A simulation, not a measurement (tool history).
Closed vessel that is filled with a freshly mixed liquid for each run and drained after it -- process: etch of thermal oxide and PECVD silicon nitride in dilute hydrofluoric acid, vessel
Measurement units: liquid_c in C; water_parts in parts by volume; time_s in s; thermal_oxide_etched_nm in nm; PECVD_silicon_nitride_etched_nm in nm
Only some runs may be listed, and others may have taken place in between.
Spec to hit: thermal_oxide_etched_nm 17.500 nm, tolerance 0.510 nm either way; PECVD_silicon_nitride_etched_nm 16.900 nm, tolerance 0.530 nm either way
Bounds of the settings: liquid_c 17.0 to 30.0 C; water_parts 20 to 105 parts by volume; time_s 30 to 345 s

run,hour,liquid_c,water_parts,time_s,thermal_oxide_etched_nm,PECVD_silicon_nitride_etched_nm
1,0.0,22.0,55,175,15.349,13.974
2,3.2,24.0,55,175,16.932,15.895
3,7.9,24.0,70,175,12.664,12.614
4,12.2,24.0,60,175,15.189,14.652
5,16.9,24.0,50,175,18.347,17.879
6,22.4,24.0,35,175,27.007,25.063
7,25.9,23.0,60,195,16.140,15.622
8,32.8,23.5,60,190,16.002,15.668

5 next moves are on the table. One of them brings every result within its allowed miss. Which?
A,39.7,20.0,75,295,?,?
B,39.7,24.5,55,180,?,?
C,39.7,27.5,75,195,?,?
D,39.7,28.5,85,205,?,?
E,39.7,19.0,50,195,?,?

move,thermal_oxide_etched_nm,PECVD_silicon_nitride_etched_nm
A,17.146,15.211
B,17.612,17.067
C,15.352,16.592
D,14.599,16.425
E,16.780,13.921
A: meets the target for the result that was furthest off, but another lies outside its allowed miss
B: hits every target within its allowed miss
C: moves away from the targets compared with the last run
D: moves away from the targets compared with the last run
E: moves away from the targets compared with the last run
B meets every target.
